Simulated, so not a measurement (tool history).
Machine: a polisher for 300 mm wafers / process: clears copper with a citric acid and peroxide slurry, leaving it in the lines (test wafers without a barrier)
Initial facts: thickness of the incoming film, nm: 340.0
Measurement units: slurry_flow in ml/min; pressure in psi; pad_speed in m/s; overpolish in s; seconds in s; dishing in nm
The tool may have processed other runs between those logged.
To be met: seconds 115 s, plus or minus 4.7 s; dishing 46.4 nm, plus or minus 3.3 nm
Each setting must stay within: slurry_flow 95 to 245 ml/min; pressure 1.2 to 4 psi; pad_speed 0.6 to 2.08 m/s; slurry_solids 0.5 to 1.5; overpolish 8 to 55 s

run 1 day=0 | slurry_flow=155 pressure=2.6 pad_speed=1.34 slurry_solids=1 overpolish=28 | seconds=171.69 dishing=40.276
run 2 day=0.067 | slurry_flow=155 pressure=2.6 pad_speed=1.04 slurry_solids=1 overpolish=28 | seconds=213.98 dishing=32.672
run 3 day=0.312 | slurry_flow=155 pressure=2.6 pad_speed=1.04 slurry_solids=0.85 overpolish=28 | seconds=224.13 dishing=32.106
run 4 day=0.55 | slurry_flow=155 pressure=2.6 pad_speed=1.2 slurry_solids=0.85 overpolish=28 | seconds=194.22 dishing=34.215
run 5 day=0.883 | slurry_flow=160 pressure=3 pad_speed=1.22 slurry_solids=0.85 overpolish=27 | seconds=163.77 dishing=41.531
run 6 day=1 | slurry_flow=160 pressure=2.6 pad_speed=1.22 slurry_solids=0.85 overpolish=27 | seconds=187.45 dishing=35.786
run 7 day=1.092 | slurry_flow=180 pressure=3.3 pad_speed=1.28 slurry_solids=0.85 overpolish=17 | seconds=138.49 dishing=30.712
run 8 day=1.304 | slurry_flow=180 pressure=3.5 pad_speed=1.28 slurry_solids=0.85 overpolish=19 | seconds=129.13 dishing=36.164
run 9 day=1.55 | slurry_flow=180 pressure=3.6 pad_speed=1.28 slurry_solids=0.85 overpolish=20 | seconds=127.49 dishing=38.606
run 10 day=1.879 | slurry_flow=180 pressure=3.7 pad_speed=1.28 slurry_solids=0.85 overpolish=21 | seconds=122.7 dishing=42.297
run 11 day=2.246 | slurry_flow=180 pressure=3.8 pad_speed=1.28 slurry_solids=0.85 overpolish=21 | seconds=121.28 dishing=42.504
run 12 day=2.425 | slurry_flow=185 pressure=3.8 pad_speed=1.28 slurry_solids=0.85 overpolish=21 | seconds=121.01 dishing=43.767

5 candidate next runs follow, results not yet known. Just one meets every target within its allowed miss. Identify it.
run A day=2.604 | slurry_flow=175 pressure=4 pad_speed=1.26 slurry_solids=1 overpolish=22 | seconds=? dishing=?
run B day=2.604 | slurry_flow=165 pressure=3.5 pad_speed=1.5 slurry_solids=1 overpolish=17 | seconds=? dishing=?
run C day=2.604 | slurry_flow=220 pressure=3.8 pad_speed=1.18 slurry_solids=0.6 overpolish=26 | seconds=? dishing=?
run D day=2.604 | slurry_flow=195 pressure=3.9 pad_speed=1.38 slurry_solids=1 overpolish=20 | seconds=? dishing=?
run E day=2.604 | slurry_flow=185 pressure=4 pad_speed=1.44 slurry_solids=0.75 overpolish=23 | seconds=? dishing=?

move=A seconds=116.88 dishing=46.46
move=B seconds=113.98 dishing=37.976
move=C seconds=132.27 dishing=47.951
move=D seconds=107 dishing=46.109
move=E seconds=104.83 dishing=52.504
A: every result within its allowed miss
B: corrects the largest miss of the last run, while another result sits out of spec
C: misses by more than the last run did
D: takes the result that was furthest off past its target
E: takes the result that was furthest off past its target
The move that meets every target is A.
